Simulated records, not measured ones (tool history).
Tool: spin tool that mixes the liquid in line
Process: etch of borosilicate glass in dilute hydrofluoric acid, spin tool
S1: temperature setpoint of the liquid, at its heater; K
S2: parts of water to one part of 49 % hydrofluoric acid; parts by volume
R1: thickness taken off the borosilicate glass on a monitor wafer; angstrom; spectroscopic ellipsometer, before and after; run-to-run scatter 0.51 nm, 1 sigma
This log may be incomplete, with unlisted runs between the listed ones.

Run 1, hour 0.0: S1 296.15 K, S2 65 parts by volume, time under the liquid (s) 55. Result: R1 214.91 angstrom.
Run 2, hour 2.0: S1 296.15 K, S2 45 parts by volume, time under the liquid (s) 55. Result: R1 317.27 angstrom.
Run 3, hour 5.8: S1 296.15 K, S2 30 parts by volume, time under the liquid (s) 55. Result: R1 490.32 angstrom.
Run 4, hour 11.8: S1 299.15 K, S2 30 parts by volume, time under the liquid (s) 55. Result: R1 554.46 angstrom.
Run 5, hour 13.9: S1 299.15 K, S2 30 parts by volume, time under the liquid (s) 40. Result: R1 413.01 angstrom.
Run 6, hour 19.4: S1 300.15 K, S2 30 parts by volume, time under the liquid (s) 40. Result: R1 418.46 angstrom.

What will run 7 give?
Run 7, hour 27.1: S1 300.65 K, S2 30 parts by volume, time under the liquid (s) 40. Result: R1 ?.

Run 7 gave R1 426.40 angstrom.
